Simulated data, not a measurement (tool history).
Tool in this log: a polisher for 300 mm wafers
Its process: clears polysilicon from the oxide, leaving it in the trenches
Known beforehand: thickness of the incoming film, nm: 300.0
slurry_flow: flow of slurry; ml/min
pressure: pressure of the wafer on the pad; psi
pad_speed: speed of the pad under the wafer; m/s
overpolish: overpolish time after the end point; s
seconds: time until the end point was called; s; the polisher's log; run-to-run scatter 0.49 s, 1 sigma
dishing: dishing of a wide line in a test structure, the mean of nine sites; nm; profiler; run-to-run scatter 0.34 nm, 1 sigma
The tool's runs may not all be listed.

{"run": 1, "day": 0.0, "slurry_flow": 255, "pressure": 1.9, "pad_speed": 0.88, "overpolish": 12, "seconds": 34.986, "dishing": 44.34}
{"run": 2, "day": 0.171, "slurry_flow": 255, "pressure": 1.9, "pad_speed": 0.88, "overpolish": 14, "seconds": 34.151, "dishing": 46.262}
{"run": 3, "day": 0.388, "slurry_flow": 255, "pressure": 1.9, "pad_speed": 0.88, "overpolish": 18, "seconds": 34.64, "dishing": 50.571}
{"run": 4, "day": 0.521, "slurry_flow": 320, "pressure": 1.9, "pad_speed": 0.88, "overpolish": 18, "seconds": 34.345, "dishing": 51.357}
{"run": 5, "day": 0.658, "slurry_flow": 280, "pressure": 1.9, "pad_speed": 0.88, "overpolish": 15, "seconds": 35.054, "dishing": 47.633}
{"run": 6, "day": 0.975, "slurry_flow": 250, "pressure": 1.9, "pad_speed": 0.88, "overpolish": 12, "seconds": 34.876, "dishing": 43.567}
{"run": 7, "day": 1.021, "slurry_flow": 320, "pressure": 1.7, "pad_speed": 0.88, "overpolish": 6, "seconds": 38.176, "dishing": 28.493}
{"run": 8, "day": 1.117, "slurry_flow": 325, "pressure": 1.8, "pad_speed": 0.88, "overpolish": 6, "seconds": 35.169, "dishing": 30.071}
{"run": 9, "day": 1.429, "slurry_flow": 335, "pressure": 1.8, "pad_speed": 0.88, "overpolish": 6, "seconds": 36.618, "dishing": 29.152}
{"run": 10, "day": 1.717, "slurry_flow": 340, "pressure": 1.8, "pad_speed": 0.88, "overpolish": 6, "seconds": 35.58, "dishing": 30.224}
{"run": 11, "day": 1.825, "slurry_flow": 350, "pressure": 1.8, "pad_speed": 0.88, "overpolish": 6, "seconds": 37.321, "dishing": 29.967}
{"run": 12, "day": 1.975, "slurry_flow": 350, "pressure": 1.8, "pad_speed": 0.92, "overpolish": 6, "seconds": 35.139, "dishing": 30.716}
{"run": 13, "day": 2.033, "slurry_flow": 360, "pressure": 1.8, "pad_speed": 0.92, "overpolish": 6, "seconds": 34.955, "dishing": 30.831}
{"run": 14, "day": 2.375, "slurry_flow": 370, "pressure": 1.8, "pad_speed": 0.92, "overpolish": 6, "seconds": 34.566, "dishing": 31.064}
{"run": 15, "day": 2.683, "slurry_flow": 300, "pressure": 1.9, "pad_speed": 0.92, "overpolish": 4, "seconds": 32.689, "dishing": 24.096}
{"run": 16, "day": 3.042, "slurry_flow": 315, "pressure": 1.9, "pad_speed": 0.92, "overpolish": 4, "seconds": 33.293, "dishing": 24.233}
{"run": 17, "day": 3.062, "slurry_flow": 330, "pressure": 1.9, "pad_speed": 0.92, "overpolish": 4, "seconds": 32.884, "dishing": 23.788}
{"run": 18, "day": 3.258, "slurry_flow": 340, "pressure": 1.9, "pad_speed": 0.94, "overpolish": 4, "seconds": 31.79, "dishing": 24.569}
{"run": 19, "day": 3.454, "slurry_flow": 345, "pressure": 1.9, "pad_speed": 0.94, "overpolish": 4, "seconds": 31.646, "dishing": 24.995}

Run 20 comes next. What will it give?
{"run": 20, "day": 3.562, "slurry_flow": 350, "pressure": 1.9, "pad_speed": 0.94, "overpolish": 4, "seconds": "?", "dishing": "?"}

Run 20 came out at seconds 32.006 s, dishing 24.914 nm.
